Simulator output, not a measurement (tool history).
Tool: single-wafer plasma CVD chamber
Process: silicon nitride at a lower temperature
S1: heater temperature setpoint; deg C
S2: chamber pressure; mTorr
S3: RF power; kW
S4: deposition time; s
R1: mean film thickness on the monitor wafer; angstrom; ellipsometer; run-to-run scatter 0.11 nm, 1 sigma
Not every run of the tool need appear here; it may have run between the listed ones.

Run 1, hour 0: S1 360 deg C, S2 1580 mTorr, S3 0.28 kW, S4 28.6 s. Result: R1 355 angstrom.
Run 2, hour 3.2: S1 360 deg C, S2 1580 mTorr, S3 0.28 kW, S4 27.3 s. Result: R1 339.47 angstrom.
Run 3, hour 9.7: S1 360 deg C, S2 1580 mTorr, S3 0.25 kW, S4 27.3 s. Result: R1 303.5 angstrom.
Run 4, hour 17.4: S1 352 deg C, S2 1580 mTorr, S3 0.25 kW, S4 27.3 s. Result: R1 304.49 angstrom.
Run 5, hour 21.5: S1 352 deg C, S2 1850 mTorr, S3 0.25 kW, S4 27.3 s. Result: R1 326.55 angstrom.
Run 6, hour 28.1: S1 352 deg C, S2 1850 mTorr, S3 0.25 kW, S4 27.3 s. Result: R1 325.58 angstrom.
Run 7, hour 32.5: S1 352 deg C, S2 1740 mTorr, S3 0.25 kW, S4 27.3 s. Result: R1 317.96 angstrom.

Run 8 comes next. What will it give?
At hour 38.1: thermocouple changed; heater temperature recalibrated.
Run 8, hour 38.1: S1 352 deg C, S2 1740 mTorr, S3 0.25 kW, S4 27.3 s. Result: R1 ?.

{"run 8": {"R1": 316.86}}
